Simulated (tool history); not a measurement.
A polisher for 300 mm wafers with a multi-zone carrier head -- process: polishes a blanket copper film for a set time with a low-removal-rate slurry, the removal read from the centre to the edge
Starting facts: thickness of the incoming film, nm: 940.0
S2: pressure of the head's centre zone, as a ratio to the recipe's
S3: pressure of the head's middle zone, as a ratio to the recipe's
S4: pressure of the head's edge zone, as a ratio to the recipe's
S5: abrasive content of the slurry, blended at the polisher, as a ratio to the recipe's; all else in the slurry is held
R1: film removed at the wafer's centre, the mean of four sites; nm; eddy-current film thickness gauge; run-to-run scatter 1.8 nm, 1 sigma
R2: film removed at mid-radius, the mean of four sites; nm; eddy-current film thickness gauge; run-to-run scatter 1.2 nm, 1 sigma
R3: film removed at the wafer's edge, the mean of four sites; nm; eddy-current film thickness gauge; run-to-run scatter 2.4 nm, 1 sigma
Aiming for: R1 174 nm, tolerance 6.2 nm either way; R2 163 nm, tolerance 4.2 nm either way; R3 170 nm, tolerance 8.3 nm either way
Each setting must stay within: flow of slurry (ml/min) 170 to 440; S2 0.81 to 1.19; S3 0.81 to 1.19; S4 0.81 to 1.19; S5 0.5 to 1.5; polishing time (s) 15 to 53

run 1 hour=0 | flow_of_slurry_(ml/min)=280 S2=1 S3=1 S4=1 S5=1 polishing_time_(s)=34 | R1=131.27 R2=127.77 R3=130.83
run 2 hour=5.2 | flow_of_slurry_(ml/min)=280 S2=1 S3=1 S4=0.92 S5=1 polishing_time_(s)=34 | R1=131.33 R2=128.23 R3=129.67
run 3 hour=6 | flow_of_slurry_(ml/min)=275 S2=1.01 S3=1 S4=0.94 S5=1.15 polishing_time_(s)=36 | R1=142.4 R2=136.15 R3=139.59
run 4 hour=13 | flow_of_slurry_(ml/min)=305 S2=1.01 S3=1 S4=0.94 S5=1.15 polishing_time_(s)=36 | R1=143.74 R2=139.84 R3=143.82
run 5 hour=19.6 | flow_of_slurry_(ml/min)=305 S2=1.01 S3=0.96 S4=0.94 S5=1.15 polishing_time_(s)=36 | R1=143.59 R2=133.31 R3=144.2
run 6 hour=20.2 | flow_of_slurry_(ml/min)=335 S2=1.03 S3=0.99 S4=0.96 S5=1.25 polishing_time_(s)=37 | R1=152.6 R2=145.03 R3=151.34
run 7 hour=20.9 | flow_of_slurry_(ml/min)=345 S2=1.04 S3=0.99 S4=0.97 S5=1.35 polishing_time_(s)=38 | R1=164.18 R2=150.19 R3=163.58
run 8 hour=22.7 | flow_of_slurry_(ml/min)=355 S2=1.05 S3=1.01 S4=0.97 S5=1.4 polishing_time_(s)=38 | R1=166.89 R2=156.85 R3=163.67
run 9 hour=26.2 | flow_of_slurry_(ml/min)=360 S2=1.06 S3=1.02 S4=0.98 S5=1.45 polishing_time_(s)=38 | R1=169.23 R2=159.02 R3=160.57

4 next moves are on the table. One of them brings every result within its allowed miss. Which?
run A hour=29.7 | flow_of_slurry_(ml/min)=280 S2=1.08 S3=1.03 S4=1.03 S5=1.4 polishing_time_(s)=40 | R1=? R2=? R3=?
run B hour=29.7 | flow_of_slurry_(ml/min)=305 S2=1.04 S3=1 S4=1.01 S5=1.35 polishing_time_(s)=39 | R1=? R2=? R3=?
run C hour=29.7 | flow_of_slurry_(ml/min)=350 S2=1.11 S3=1.06 S4=0.98 S5=1.4 polishing_time_(s)=37 | R1=? R2=? R3=?
run D hour=29.7 | flow_of_slurry_(ml/min)=360 S2=1.02 S3=1.11 S4=0.92 S5=1.1 polishing_time_(s)=39 | R1=? R2=? R3=?

move=A R1=176.29 R2=165.48 R3=167.18
move=B R1=165.85 R2=157.64 R3=161.69
move=C R1=171.57 R2=160.13 R3=153.92
move=D R1=159.26 R2=168.35 R3=151.49
A: every result within its allowed miss
B: its largest miss is bigger than the last run's
C: its largest miss is bigger than the last run's
D: its largest miss is bigger than the last run's
A meets every target.

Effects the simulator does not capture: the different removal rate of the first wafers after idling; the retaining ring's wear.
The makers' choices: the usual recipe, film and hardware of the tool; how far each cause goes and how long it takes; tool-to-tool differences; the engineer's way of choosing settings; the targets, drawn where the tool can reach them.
